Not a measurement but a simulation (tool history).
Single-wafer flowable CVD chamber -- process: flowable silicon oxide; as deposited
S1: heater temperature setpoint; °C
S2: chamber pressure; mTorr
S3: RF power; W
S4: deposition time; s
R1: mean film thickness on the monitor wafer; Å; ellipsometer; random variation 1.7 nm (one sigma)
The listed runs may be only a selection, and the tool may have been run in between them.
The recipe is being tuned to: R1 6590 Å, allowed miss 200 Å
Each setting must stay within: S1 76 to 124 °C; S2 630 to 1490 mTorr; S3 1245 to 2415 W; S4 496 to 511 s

run	day	S1	S2	S3	S4	R1
1	0	100	1060	1830	496	4365.7
2	0.192	92	1060	1830	496	5863.2
3	0.338	82	1060	1830	496	8299.5
4	0.454	83	1060	1830	496	8001.2
5	0.775	83	1060	1690	496	7828.5
6	1.012	84	1060	1690	496	7547.4
7	1.333	85	1060	1690	496	7297.7
8	1.488	87	1060	1690	496	6862.5

Next run, 5 choices. One meets every target within its allowed miss, the rest don't. Which?
A	1.642	88	1160	1640	506	?
B	1.642	88	1080	1500	502	?
C	1.642	83	920	1790	500	?
D	1.642	85	980	1875	507	?
E	1.642	87	1090	1775	506	?

move	R1
A	7123.4
B	6508.7
C	7227.6
D	7256.2
E	7209.6
A: the biggest miss grows against the last run
B: meets every target
C: the biggest miss grows against the last run
D: the biggest miss grows against the last run
E: the biggest miss grows against the last run
B meets every target.
